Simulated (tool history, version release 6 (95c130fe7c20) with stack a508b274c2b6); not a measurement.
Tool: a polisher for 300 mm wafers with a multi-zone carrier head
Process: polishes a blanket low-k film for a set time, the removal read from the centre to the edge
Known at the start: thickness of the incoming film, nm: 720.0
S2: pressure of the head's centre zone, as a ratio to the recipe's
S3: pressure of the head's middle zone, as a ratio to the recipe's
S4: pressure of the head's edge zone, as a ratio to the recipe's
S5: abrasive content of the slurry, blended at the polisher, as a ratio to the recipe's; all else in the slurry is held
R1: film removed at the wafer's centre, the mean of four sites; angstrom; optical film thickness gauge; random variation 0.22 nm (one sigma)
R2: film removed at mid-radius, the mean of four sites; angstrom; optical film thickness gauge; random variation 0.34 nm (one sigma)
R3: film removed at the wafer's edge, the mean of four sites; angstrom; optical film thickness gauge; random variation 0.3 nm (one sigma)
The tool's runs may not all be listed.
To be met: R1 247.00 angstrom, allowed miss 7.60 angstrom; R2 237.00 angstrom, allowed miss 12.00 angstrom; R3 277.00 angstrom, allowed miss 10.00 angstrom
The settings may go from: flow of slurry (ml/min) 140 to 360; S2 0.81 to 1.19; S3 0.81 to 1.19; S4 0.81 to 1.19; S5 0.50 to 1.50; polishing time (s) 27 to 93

run 1 day=0.000 | flow_of_slurry_(ml/min)=230 S2=1.00 S3=1.00 S4=1.00 S5=1.00 polishing_time_(s)=59 | R1=186.84 R2=182.64 R3=188.54
run 2 day=0.204 | flow_of_slurry_(ml/min)=230 S2=1.00 S3=1.00 S4=1.00 S5=1.00 polishing_time_(s)=67 | R1=212.37 R2=209.98 R3=211.95
run 3 day=0.383 | flow_of_slurry_(ml/min)=230 S2=1.00 S3=1.00 S4=1.00 S5=1.00 polishing_time_(s)=78 | R1=244.96 R2=240.40 R3=243.51
run 4 day=0.438 | flow_of_slurry_(ml/min)=235 S2=0.99 S3=0.98 S4=1.05 S5=1.00 polishing_time_(s)=78 | R1=247.68 R2=243.01 R3=247.81
run 5 day=0.754 | flow_of_slurry_(ml/min)=220 S2=0.96 S3=0.93 S4=1.07 S5=1.10 polishing_time_(s)=78 | R1=247.20 R2=232.42 R3=265.86
run 6 day=1.033 | flow_of_slurry_(ml/min)=220 S2=0.96 S3=0.93 S4=0.99 S5=1.10 polishing_time_(s)=78 | R1=252.13 R2=239.72 R3=257.59
run 7 day=1.225 | flow_of_slurry_(ml/min)=215 S2=0.95 S3=0.92 S4=1.01 S5=1.15 polishing_time_(s)=78 | R1=249.25 R2=229.40 R3=260.58
run 8 day=1.267 | flow_of_slurry_(ml/min)=215 S2=0.94 S3=0.93 S4=1.03 S5=1.15 polishing_time_(s)=78 | R1=246.15 R2=235.02 R3=266.21
run 9 day=1.546 | flow_of_slurry_(ml/min)=215 S2=0.94 S3=0.93 S4=1.04 S5=1.15 polishing_time_(s)=78 | R1=246.78 R2=237.74 R3=267.22

Which of these 5 next moves meets every target?
run A day=1.825 | flow_of_slurry_(ml/min)=235 S2=0.87 S3=0.87 S4=1.04 S5=1.15 polishing_time_(s)=81 | R1=? R2=? R3=?
run B day=1.825 | flow_of_slurry_(ml/min)=260 S2=0.97 S3=1.02 S4=1.02 S5=1.10 polishing_time_(s)=76 | R1=? R2=? R3=?
run C day=1.825 | flow_of_slurry_(ml/min)=275 S2=0.93 S3=0.94 S4=1.02 S5=1.00 polishing_time_(s)=79 | R1=? R2=? R3=?
run D day=1.825 | flow_of_slurry_(ml/min)=200 S2=0.97 S3=0.92 S4=0.98 S5=1.00 polishing_time_(s)=82 | R1=? R2=? R3=?
run E day=1.825 | flow_of_slurry_(ml/min)=295 S2=1.00 S3=0.89 S4=1.08 S5=1.30 polishing_time_(s)=69 | R1=? R2=? R3=?

move=A R1=254.52 R2=235.27 R3=277.42
move=B R1=255.21 R2=250.20 R3=254.87
move=C R1=248.97 R2=234.37 R3=255.60
move=D R1=255.12 R2=230.32 R3=253.59
move=E R1=256.31 R2=219.48 R3=257.02
A: meets every target
B: further off than the last run
C: further off than the last run
D: further off than the last run
E: further off than the last run
The right move is A.
